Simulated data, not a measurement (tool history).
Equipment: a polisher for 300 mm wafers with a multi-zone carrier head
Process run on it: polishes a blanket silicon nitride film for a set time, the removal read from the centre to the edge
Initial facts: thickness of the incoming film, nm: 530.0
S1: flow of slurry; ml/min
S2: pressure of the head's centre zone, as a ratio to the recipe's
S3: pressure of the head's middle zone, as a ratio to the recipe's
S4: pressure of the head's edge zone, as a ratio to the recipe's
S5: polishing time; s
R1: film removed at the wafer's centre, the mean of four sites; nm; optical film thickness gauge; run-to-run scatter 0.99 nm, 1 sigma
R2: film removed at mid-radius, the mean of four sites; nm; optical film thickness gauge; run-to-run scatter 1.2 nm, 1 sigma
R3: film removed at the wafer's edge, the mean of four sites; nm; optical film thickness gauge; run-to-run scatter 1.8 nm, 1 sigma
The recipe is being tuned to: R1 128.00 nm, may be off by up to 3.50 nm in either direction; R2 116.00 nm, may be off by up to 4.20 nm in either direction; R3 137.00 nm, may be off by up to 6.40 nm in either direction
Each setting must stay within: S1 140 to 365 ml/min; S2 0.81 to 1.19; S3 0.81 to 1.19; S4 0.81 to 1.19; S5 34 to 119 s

| run | day | S1 | S2 | S3 | S4 | S5 | R1 | R2 | R3 |
|---|---|---|---|---|---|---|---|---|---|
| 1 | 0.000 | 235 | 1.00 | 1.00 | 1.00 | 76 | 155.79 | 158.33 | 153.05 |
| 2 | 0.192 | 235 | 1.00 | 1.00 | 1.00 | 94 | 193.69 | 197.14 | 193.23 |
| 3 | 0.346 | 235 | 0.93 | 1.00 | 1.00 | 94 | 177.07 | 197.40 | 194.37 |
| 4 | 0.654 | 235 | 1.01 | 1.00 | 1.00 | 94 | 194.86 | 196.22 | 191.47 |
| 5 | 0.946 | 235 | 1.05 | 1.00 | 1.00 | 94 | 202.65 | 194.79 | 193.71 |
| 6 | 1.138 | 230 | 1.04 | 0.98 | 1.01 | 91 | 192.82 | 185.61 | 190.32 |
| 7 | 1.308 | 230 | 1.03 | 0.96 | 1.00 | 88 | 186.66 | 176.93 | 177.97 |
| 8 | 1.354 | 225 | 1.02 | 0.94 | 1.01 | 85 | 176.68 | 168.08 | 173.78 |
| 9 | 1.421 | 220 | 1.02 | 0.93 | 1.02 | 82 | 169.56 | 158.12 | 169.97 |
| 10 | 1.738 | 215 | 1.01 | 0.92 | 1.02 | 80 | 163.19 | 152.00 | 167.14 |
| 11 | 1.996 | 210 | 1.00 | 0.91 | 1.01 | 78 | 158.40 | 148.48 | 160.72 |

Which one of the following 5 next-run settings gets every result inside its allowed miss? There is exactly one.
| A | 2.254 | 215 | 1.08 | 0.95 | 1.00 | 63 | ? | ? | ? |
| B | 2.254 | 225 | 0.87 | 0.90 | 1.05 | 70 | ? | ? | ? |
| C | 2.254 | 190 | 1.00 | 0.99 | 0.90 | 66 | ? | ? | ? |
| D | 2.254 | 140 | 0.99 | 0.81 | 1.19 | 63 | ? | ? | ? |
| E | 2.254 | 315 | 0.97 | 0.85 | 1.06 | 63 | ? | ? | ? |

| move | R1 | R2 | R3 |
|---|---|---|---|
| A | 137.16 | 123.19 | 127.30 |
| B | 123.20 | 131.64 | 145.50 |
| C | 130.89 | 131.77 | 125.50 |
| D | 118.00 | 102.23 | 133.74 |
| E | 128.24 | 116.67 | 134.91 |
A: moves toward the targets from the last run without getting all of them in spec
B: moves the result that the last run missed by most past its target, out the other side
C: gets the furthest-off result to its target, but another result is out of tolerance
D: moves the result that the last run missed by most past its target, out the other side
E: hits every target within its allowed miss
Go with E: it meets all targets.

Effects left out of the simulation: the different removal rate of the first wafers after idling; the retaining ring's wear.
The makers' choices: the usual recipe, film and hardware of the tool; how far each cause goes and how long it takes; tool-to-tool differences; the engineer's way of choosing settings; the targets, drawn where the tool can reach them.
